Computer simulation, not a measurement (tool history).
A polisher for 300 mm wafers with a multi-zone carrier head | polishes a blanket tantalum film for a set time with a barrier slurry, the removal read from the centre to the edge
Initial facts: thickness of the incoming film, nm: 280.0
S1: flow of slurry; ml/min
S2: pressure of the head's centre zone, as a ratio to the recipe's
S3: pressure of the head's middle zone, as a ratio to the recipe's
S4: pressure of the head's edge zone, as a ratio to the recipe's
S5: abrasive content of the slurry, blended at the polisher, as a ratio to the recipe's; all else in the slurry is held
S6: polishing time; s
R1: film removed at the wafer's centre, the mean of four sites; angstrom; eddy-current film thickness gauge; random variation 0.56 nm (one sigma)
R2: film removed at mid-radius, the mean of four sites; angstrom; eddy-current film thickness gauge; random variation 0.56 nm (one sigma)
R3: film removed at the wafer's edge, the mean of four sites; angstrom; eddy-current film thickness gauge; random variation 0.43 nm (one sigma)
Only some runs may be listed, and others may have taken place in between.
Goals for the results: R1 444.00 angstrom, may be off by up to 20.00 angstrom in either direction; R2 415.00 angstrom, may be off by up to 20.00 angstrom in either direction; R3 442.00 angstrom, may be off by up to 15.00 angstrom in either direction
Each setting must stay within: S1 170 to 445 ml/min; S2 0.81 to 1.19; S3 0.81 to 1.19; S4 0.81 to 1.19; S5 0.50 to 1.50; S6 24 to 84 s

run 1 hour=0.0 | S1=285 S2=1.00 S3=1.00 S4=1.00 S5=1.00 S6=54 | R1=655.66 R2=701.94 R3=691.14
run 2 hour=6.4 | S1=285 S2=1.00 S3=0.97 S4=0.98 S5=0.90 S6=51 | R1=608.81 R2=613.98 R3=625.21
run 3 hour=7.8 | S1=285 S2=1.00 S3=0.97 S4=0.98 S5=1.10 S6=51 | R1=638.37 R2=668.12 R3=658.76
run 4 hour=13.7 | S1=285 S2=0.99 S3=0.96 S4=0.96 S5=0.95 S6=49 | R1=574.54 R2=621.13 R3=601.71
run 5 hour=14.2 | S1=280 S2=1.00 S3=0.93 S4=0.95 S5=0.85 S6=47 | R1=544.86 R2=557.65 R3=547.72
run 6 hour=17.9 | S1=280 S2=1.00 S3=0.96 S4=0.95 S5=0.85 S6=47 | R1=538.75 R2=555.64 R3=556.68
run 7 hour=20.7 | S1=270 S2=1.00 S3=0.94 S4=0.94 S5=0.75 S6=46 | R1=502.91 R2=520.89 R3=518.08
run 8 hour=22.9 | S1=265 S2=1.00 S3=0.92 S4=0.94 S5=0.70 S6=46 | R1=495.20 R2=483.11 R3=491.58
run 9 hour=24.7 | S1=255 S2=0.99 S3=0.90 S4=0.94 S5=0.70 S6=46 | R1=480.55 R2=488.74 R3=492.51
run 10 hour=31.9 | S1=250 S2=0.99 S3=0.88 S4=0.94 S5=0.65 S6=46 | R1=468.26 R2=455.25 R3=489.06
run 11 hour=39.3 | S1=245 S2=0.99 S3=0.87 S4=0.92 S5=0.65 S6=46 | R1=472.07 R2=452.78 R3=471.32
run 12 hour=43.4 | S1=240 S2=0.99 S3=0.86 S4=0.91 S5=0.65 S6=46 | R1=463.40 R2=446.92 R3=472.68
run 13 hour=48.8 | S1=235 S2=0.99 S3=0.85 S4=0.90 S5=0.65 S6=46 | R1=470.22 R2=439.07 R3=474.68
run 14 hour=50.9 | S1=235 S2=0.99 S3=0.85 S4=0.89 S5=0.65 S6=46 | R1=466.51 R2=448.55 R3=465.47
run 15 hour=57.3 | S1=235 S2=0.99 S3=0.85 S4=0.89 S5=0.65 S6=46 | R1=465.39 R2=451.96 R3=467.64
run 16 hour=60.3 | S1=230 S2=0.99 S3=0.84 S4=0.89 S5=0.65 S6=46 | R1=466.79 R2=441.17 R3=469.94
run 17 hour=68.4 | S1=230 S2=0.99 S3=0.84 S4=0.89 S5=0.65 S6=46 | R1=469.29 R2=438.62 R3=466.66
run 18 hour=72.9 | S1=230 S2=0.99 S3=0.83 S4=0.88 S5=0.65 S6=46 | R1=458.60 R2=432.84 R3=460.82
-- hour=78.5 worn pad replaced by a new one
run 19 hour=78.5 | S1=230 S2=0.99 S3=0.83 S4=0.87 S5=0.65 S6=46 | R1=525.30 R2=489.22 R3=525.19
run 20 hour=83.6 | S1=230 S2=0.99 S3=0.83 S4=0.87 S5=0.65 S6=46 | R1=533.30 R2=492.88 R3=528.64
run 21 hour=91.8 | S1=220 S2=0.99 S3=0.83 S4=0.87 S5=0.65 S6=46 | R1=530.69 R2=482.41 R3=517.43
run 22 hour=94.2 | S1=235 S2=1.00 S3=0.83 S4=0.87 S5=0.65 S6=46 | R1=544.11 R2=500.73 R3=527.12
run 23 hour=102.5 | S1=235 S2=1.00 S3=0.83 S4=0.87 S5=0.65 S6=46 | R1=526.40 R2=490.92 R3=534.61
run 24 hour=103.1 | S1=225 S2=0.99 S3=0.83 S4=0.87 S5=0.65 S6=46 | R1=523.33 R2=483.30 R3=528.89
run 25 hour=111.6 | S1=235 S2=0.99 S3=0.83 S4=0.88 S5=0.65 S6=46 | R1=525.39 R2=497.33 R3=524.98
run 26 hour=112.9 | S1=225 S2=0.99 S3=0.84 S4=0.87 S5=0.65 S6=46 | R1=508.07 R2=490.82 R3=520.25
run 27 hour=113.7 | S1=240 S2=0.98 S3=0.84 S4=0.88 S5=0.65 S6=46 | R1=519.10 R2=497.92 R3=524.88
run 28 hour=115.7 | S1=230 S2=0.98 S3=0.84 S4=0.88 S5=0.65 S6=46 | R1=519.04 R2=508.64 R3=529.48
run 29 hour=123.9 | S1=220 S2=0.99 S3=0.85 S4=0.89 S5=0.65 S6=46 | R1=524.97 R2=492.29 R3=526.67

4 candidate next runs follow, results not yet known. Just one meets every target within its allowed miss. Identify it.
run A hour=132.1 | S1=315 S2=1.16 S3=1.15 S4=0.81 S5=0.90 S6=36 | R1=? R2=? R3=?
run B hour=132.1 | S1=245 S2=0.96 S3=0.91 S4=0.89 S5=0.70 S6=35 | R1=? R2=? R3=?
run C hour=132.1 | S1=220 S2=0.85 S3=0.93 S4=0.91 S5=0.75 S6=48 | R1=? R2=? R3=?
run D hour=132.1 | S1=305 S2=0.98 S3=0.81 S4=0.88 S5=0.75 S6=36 | R1=? R2=? R3=?

move=A R1=562.56 R2=571.02 R3=464.30
move=B R1=399.73 R2=414.26 R3=422.39
move=C R1=489.28 R2=583.68 R3=593.61
move=D R1=443.19 R2=413.04 R3=453.03
A: moves away from the targets compared with the last run
B: pushes the last run's worst result past its target
C: moves away from the targets compared with the last run
D: every result within its allowed miss
Correct choice: D, which meets every target

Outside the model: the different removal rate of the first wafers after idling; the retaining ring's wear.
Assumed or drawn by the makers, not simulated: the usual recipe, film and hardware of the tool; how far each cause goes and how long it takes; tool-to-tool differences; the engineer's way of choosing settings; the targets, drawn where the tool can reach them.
